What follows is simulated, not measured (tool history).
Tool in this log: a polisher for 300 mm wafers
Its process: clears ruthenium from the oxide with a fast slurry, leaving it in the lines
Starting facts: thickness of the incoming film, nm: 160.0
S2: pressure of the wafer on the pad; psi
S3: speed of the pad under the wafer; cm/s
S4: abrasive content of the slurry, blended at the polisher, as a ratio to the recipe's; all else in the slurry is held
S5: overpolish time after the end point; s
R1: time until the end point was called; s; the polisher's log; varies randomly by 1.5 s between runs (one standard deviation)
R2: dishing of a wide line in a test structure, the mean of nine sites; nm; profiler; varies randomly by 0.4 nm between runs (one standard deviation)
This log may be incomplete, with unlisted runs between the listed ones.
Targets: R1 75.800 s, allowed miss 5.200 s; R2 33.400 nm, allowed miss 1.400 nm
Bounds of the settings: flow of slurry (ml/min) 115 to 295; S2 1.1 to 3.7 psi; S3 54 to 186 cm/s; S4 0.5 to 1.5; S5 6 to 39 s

run 1 hour=0.0 | flow_of_slurry_(ml/min)=190 S2=2.4 S3=118 S4=1.0 S5=20 | R1=37.774 R2=61.288
run 2 hour=2.9 | flow_of_slurry_(ml/min)=150 S2=2.4 S3=118 S4=1.0 S5=20 | R1=35.996 R2=60.907
run 3 hour=10.2 | flow_of_slurry_(ml/min)=155 S2=2.0 S3=112 S4=1.0 S5=20 | R1=46.607 R2=49.321
run 4 hour=13.5 | flow_of_slurry_(ml/min)=155 S2=1.7 S3=110 S4=1.0 S5=20 | R1=57.247 R2=42.127
run 5 hour=21.3 | flow_of_slurry_(ml/min)=155 S2=2.0 S3=110 S4=1.0 S5=20 | R1=46.145 R2=48.076
run 6 hour=27.0 | flow_of_slurry_(ml/min)=155 S2=2.0 S3=110 S4=1.0 S5=12 | R1=47.851 R2=30.412
run 7 hour=27.8 | flow_of_slurry_(ml/min)=165 S2=1.7 S3=112 S4=1.0 S5=14 | R1=51.476 R2=30.975
run 8 hour=29.0 | flow_of_slurry_(ml/min)=165 S2=1.5 S3=108 S4=1.0 S5=16 | R1=61.332 R2=31.091
run 9 hour=36.4 | flow_of_slurry_(ml/min)=165 S2=1.4 S3=108 S4=1.0 S5=17 | R1=65.743 R2=30.936
run 10 hour=42.0 | flow_of_slurry_(ml/min)=160 S2=1.1 S3=108 S4=1.0 S5=22 | R1=84.611 R2=31.627

Of the 4 settings listed for the next run, only one would bring every result within its allowed miss of target. Which one?
run A hour=47.6 | flow_of_slurry_(ml/min)=150 S2=1.1 S3=118 S4=1.2 S5=18 | R1=? R2=?
run B hour=47.6 | flow_of_slurry_(ml/min)=125 S2=1.1 S3=86 S4=1.3 S5=26 | R1=? R2=?
run C hour=47.6 | flow_of_slurry_(ml/min)=180 S2=1.2 S3=126 S4=0.8 S5=18 | R1=? R2=?
run D hour=47.6 | flow_of_slurry_(ml/min)=190 S2=1.1 S3=110 S4=1.2 S5=21 | R1=? R2=?

move=A R1=72.474 R2=30.089
move=B R1=90.996 R2=34.304
move=C R1=75.076 R2=29.107
move=D R1=75.097 R2=33.622
A: the furthest-off result lands on target, but another misses its tolerance
B: further off than the last run
C: the furthest-off result lands on target, but another misses its tolerance
D: each result inside its tolerance
Go with D: it meets all targets.
